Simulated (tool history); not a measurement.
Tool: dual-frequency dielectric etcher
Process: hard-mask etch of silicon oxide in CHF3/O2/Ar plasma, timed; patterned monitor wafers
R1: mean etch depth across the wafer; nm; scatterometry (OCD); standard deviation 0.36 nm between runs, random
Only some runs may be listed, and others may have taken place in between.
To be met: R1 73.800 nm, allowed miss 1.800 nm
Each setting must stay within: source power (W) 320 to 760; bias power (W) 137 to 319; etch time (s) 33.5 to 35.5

Run 1, hour 0.0: source power (W) 540, bias power (W) 228, etch time (s) 33.5. Result: R1 60.106 nm.
Run 2, hour 8.2: source power (W) 570, bias power (W) 235, etch time (s) 33.5. Result: R1 61.917 nm.
Run 3, hour 11.5: source power (W) 590, bias power (W) 242, etch time (s) 33.5. Result: R1 63.920 nm.
Run 4, hour 19.0: source power (W) 590, bias power (W) 242, etch time (s) 33.5. Result: R1 62.647 nm.
Run 5, hour 21.8: source power (W) 610, bias power (W) 252, etch time (s) 33.5. Result: R1 64.391 nm.
Run 6, hour 28.5: source power (W) 630, bias power (W) 259, etch time (s) 33.5. Result: R1 65.943 nm.
Run 7, hour 30.4: source power (W) 630, bias power (W) 259, etch time (s) 33.5. Result: R1 66.156 nm.
Run 8, hour 33.8: source power (W) 650, bias power (W) 264, etch time (s) 33.5. Result: R1 66.660 nm.
Run 9, hour 36.7: source power (W) 660, bias power (W) 270, etch time (s) 33.5. Result: R1 68.344 nm.
Run 10, hour 38.3: source power (W) 670, bias power (W) 273, etch time (s) 33.5. Result: R1 68.730 nm.
Run 11, hour 41.0: source power (W) 680, bias power (W) 276, etch time (s) 33.5. Result: R1 68.671 nm.
Run 12, hour 49.7: source power (W) 690, bias power (W) 280, etch time (s) 33.5. Result: R1 69.924 nm.
Run 13, hour 56.8: source power (W) 700, bias power (W) 283, etch time (s) 33.5. Result: R1 70.058 nm.
Run 14, hour 62.3: source power (W) 710, bias power (W) 286, etch time (s) 33.5. Result: R1 70.498 nm.
Run 15, hour 71.1: source power (W) 710, bias power (W) 289, etch time (s) 33.5. Result: R1 70.631 nm.
Run 16, hour 72.6: source power (W) 720, bias power (W) 291, etch time (s) 33.5. Result: R1 71.332 nm.
Run 17, hour 77.2: source power (W) 720, bias power (W) 293, etch time (s) 33.5. Result: R1 72.036 nm.
Run 18, hour 79.5: source power (W) 720, bias power (W) 294, etch time (s) 33.5. Result: R1 71.914 nm.
Run 19, hour 87.1: source power (W) 720, bias power (W) 295, etch time (s) 33.5. Result: R1 72.379 nm.
Run 20, hour 90.4: source power (W) 720, bias power (W) 296, etch time (s) 33.5. Result: R1 71.548 nm.

4 next moves are on the table. One of them brings every result within its allowed miss. Which?
Run A, hour 93.7: source power (W) 610, bias power (W) 296, etch time (s) 33.5. Result: R1 ?.
Run B, hour 93.7: source power (W) 680, bias power (W) 253, etch time (s) 34.0. Result: R1 ?.
Run C, hour 93.7: source power (W) 720, bias power (W) 307, etch time (s) 34.0. Result: R1 ?.
Run D, hour 93.7: source power (W) 700, bias power (W) 251, etch time (s) 33.5. Result: R1 ?.

move      R1
   A  68.207
   B  68.343
   C  73.989
   D  67.833
A: moves away from the targets compared with the last run
B: moves away from the targets compared with the last run
C: all results in spec
D: moves away from the targets compared with the last run
So the answer is move C, the one that meets all the targets.
